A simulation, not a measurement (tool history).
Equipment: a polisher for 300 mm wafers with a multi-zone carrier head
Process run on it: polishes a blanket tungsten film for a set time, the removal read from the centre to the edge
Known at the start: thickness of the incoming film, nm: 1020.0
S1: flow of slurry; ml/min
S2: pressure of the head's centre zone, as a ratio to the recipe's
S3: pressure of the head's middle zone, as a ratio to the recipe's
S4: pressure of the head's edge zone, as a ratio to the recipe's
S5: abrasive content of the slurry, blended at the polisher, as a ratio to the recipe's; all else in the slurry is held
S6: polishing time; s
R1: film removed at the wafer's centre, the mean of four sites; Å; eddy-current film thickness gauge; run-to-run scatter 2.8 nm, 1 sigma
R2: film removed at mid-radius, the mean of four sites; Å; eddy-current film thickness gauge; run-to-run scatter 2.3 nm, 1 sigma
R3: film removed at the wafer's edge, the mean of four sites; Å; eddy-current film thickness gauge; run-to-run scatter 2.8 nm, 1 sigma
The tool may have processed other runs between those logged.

{"run": 1, "day": 0.0, "S1": 145, "S2": 1, "S3": 1, "S4": 1, "S5": 1, "S6": 77, "R1": 3697.6, "R2": 3765, "R3": 3641.8}
{"run": 2, "day": 0.1, "S1": 145, "S2": 1.04, "S3": 1, "S4": 1, "S5": 1, "S6": 77, "R1": 3855.1, "R2": 3803.7, "R3": 3727.8}
{"run": 3, "day": 0.446, "S1": 145, "S2": 1.04, "S3": 1, "S4": 0.94, "S5": 1, "S6": 77, "R1": 3922.7, "R2": 3820.2, "R3": 3657.7}
{"run": 4, "day": 0.55, "S1": 145, "S2": 1.04, "S3": 0.94, "S4": 0.94, "S5": 1, "S6": 77, "R1": 3723.4, "R2": 3570.6, "R3": 3570.5}
{"run": 5, "day": 0.9, "S1": 145, "S2": 1.04, "S3": 0.94, "S4": 0.94, "S5": 1.15, "S6": 77, "R1": 4053.5, "R2": 3672.5, "R3": 3641.3}
{"run": 6, "day": 1.067, "S1": 145, "S2": 1.04, "S3": 0.94, "S4": 1.01, "S5": 1.15, "S6": 77, "R1": 3989.4, "R2": 3724, "R3": 3833.9}

Run 7, settings as shown, results not yet in. Your forecast:
{"run": 7, "day": 1.433, "S1": 120, "S2": 0.94, "S3": 1.04, "S4": 0.91, "S5": 0.9, "S6": 55, "R1": "?", "R2": "?", "R3": "?"}

R1: 2334.7 Å
R2: 2633.9 Å
R3: 2390.6 Å
